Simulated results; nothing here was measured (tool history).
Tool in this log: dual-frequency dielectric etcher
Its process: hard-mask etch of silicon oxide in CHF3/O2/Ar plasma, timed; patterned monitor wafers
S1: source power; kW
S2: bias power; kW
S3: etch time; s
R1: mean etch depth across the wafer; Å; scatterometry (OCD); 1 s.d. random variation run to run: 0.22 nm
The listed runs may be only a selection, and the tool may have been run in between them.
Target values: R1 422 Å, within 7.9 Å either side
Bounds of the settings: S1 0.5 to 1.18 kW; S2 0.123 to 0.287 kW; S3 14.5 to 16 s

run  hour    S1     S2  S3      R1
  1     0  0.84  0.205  16   385.1
  2   7.5  0.88  0.207  16  389.77
  3  14.8  0.92   0.21  16  398.32
  4  20.1  0.95  0.212  16  401.75
  5  26.2  0.85  0.212  16  391.01
  6  30.6  0.89  0.215  16  403.94
  7    34  0.89  0.215  16  398.57
  8  43.1  0.92  0.217  16  400.97
  9  48.6  0.95   0.22  16  410.02

4 candidate next runs follow, results not yet known. Just one meets every target within its allowed miss. Identify it.
  A  54.1  1.04  0.191    16   ?
  B  54.1  0.87   0.22    16   ?
  C  54.1   1.1  0.228  15.5   ?
  D  54.1  0.86  0.265    15   ?

move      R1
   A  399.03
   B  399.44
   C  423.25
   D  403.09
A: moves away from the targets compared with the last run
B: moves away from the targets compared with the last run
C: hits every target within its allowed miss
D: moves away from the targets compared with the last run
So the answer is move C, the one that meets all the targets.

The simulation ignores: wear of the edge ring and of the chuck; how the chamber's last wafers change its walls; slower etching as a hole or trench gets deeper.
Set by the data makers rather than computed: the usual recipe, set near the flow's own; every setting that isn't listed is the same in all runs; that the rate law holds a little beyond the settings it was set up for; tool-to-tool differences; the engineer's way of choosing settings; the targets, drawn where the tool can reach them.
